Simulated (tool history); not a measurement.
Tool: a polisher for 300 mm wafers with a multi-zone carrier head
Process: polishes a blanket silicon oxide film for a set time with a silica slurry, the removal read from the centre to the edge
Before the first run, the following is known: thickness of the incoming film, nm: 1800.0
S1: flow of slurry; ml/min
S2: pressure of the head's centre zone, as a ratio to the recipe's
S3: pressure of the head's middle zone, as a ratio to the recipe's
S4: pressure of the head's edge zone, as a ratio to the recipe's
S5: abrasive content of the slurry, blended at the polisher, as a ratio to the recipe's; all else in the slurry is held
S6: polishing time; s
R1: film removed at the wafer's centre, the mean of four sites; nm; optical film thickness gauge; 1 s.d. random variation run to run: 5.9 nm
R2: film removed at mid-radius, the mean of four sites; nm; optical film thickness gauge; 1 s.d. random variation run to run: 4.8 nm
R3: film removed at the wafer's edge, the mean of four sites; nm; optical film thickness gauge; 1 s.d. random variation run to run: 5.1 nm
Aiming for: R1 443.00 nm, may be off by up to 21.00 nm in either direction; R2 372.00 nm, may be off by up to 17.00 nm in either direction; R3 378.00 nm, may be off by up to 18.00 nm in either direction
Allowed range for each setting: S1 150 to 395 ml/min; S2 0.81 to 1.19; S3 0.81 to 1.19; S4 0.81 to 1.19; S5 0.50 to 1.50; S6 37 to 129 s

run  hour   S1    S2    S3    S4    S5  S6      R1      R2      R3
  1   0.0  250  1.00  1.00  1.00  1.00  83  272.26  274.25  278.72
  2   7.5  250  1.00  1.00  0.95  1.00  83  268.92  271.82  272.62
  3  13.7  250  1.02  1.00  0.96  1.05  83  294.25  276.10  274.88
  4  19.2  250  1.02  1.00  0.93  1.05  83  290.03  276.05  275.82
  5  22.5  250  1.02  1.00  0.94  1.10  84  301.10  292.40  284.64
  6  26.4  250  1.02  1.00  0.94  1.10  69  246.15  237.85  237.78
  7  30.3  280  1.12  1.01  1.04  1.35  91  404.79  357.64  366.45
  8  33.7  280  1.13  1.01  1.04  1.35  91  406.29  349.88  362.83

Which single option among these 5 for the next run brings every result within its allowed miss of target? Just one does.
  A  37.1  220  1.09  1.00  1.16  1.05  112   ?   ?   ?
  B  37.1  330  1.02  1.08  1.09  1.35   98   ?   ?   ?
  C  37.1  335  0.95  1.00  1.06  1.40   99   ?   ?   ?
  D  37.1  300  1.01  1.14  1.00  1.50   90   ?   ?   ?
  E  37.1  165  1.16  1.00  0.92  1.45  103   ?   ?   ?

move      R1      R2      R3
   A  414.74  366.13  410.12
   B  408.42  409.26  412.26
   C  390.70  394.30  419.07
   D  384.73  408.15  378.80
   E  451.06  376.36  387.30
A: no better and no worse than the last run
B: the biggest miss grows against the last run
C: the biggest miss grows against the last run
D: the biggest miss grows against the last run
E: meets every target
Go with E: it meets all targets.

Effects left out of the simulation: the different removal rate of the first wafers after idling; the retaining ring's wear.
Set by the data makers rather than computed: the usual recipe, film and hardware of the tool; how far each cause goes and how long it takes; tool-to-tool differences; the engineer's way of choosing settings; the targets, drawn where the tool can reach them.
